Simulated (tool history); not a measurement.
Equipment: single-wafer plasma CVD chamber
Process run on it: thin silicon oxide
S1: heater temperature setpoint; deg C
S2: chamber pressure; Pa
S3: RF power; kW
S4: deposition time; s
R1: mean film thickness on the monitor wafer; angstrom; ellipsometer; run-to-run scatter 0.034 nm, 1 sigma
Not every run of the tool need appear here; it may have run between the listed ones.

run,hour,S1,S2,S3,S4,R1
1,0.0,405,139,0.255,9.3,187.53
2,8.7,405,127,0.250,9.3,167.52
3,13.3,405,120,0.250,9.3,155.55
4,18.5,405,120,0.250,8.8,147.60
5,20.4,405,120,0.265,8.8,152.56
6,25.2,405,117,0.265,8.8,147.93
7,27.6,405,117,0.265,8.8,147.42
8,34.6,405,115,0.265,8.8,142.06

Forecast run 9:
9,35.3,405,107,0.265,8.8,?

R1: 126.81 angstrom
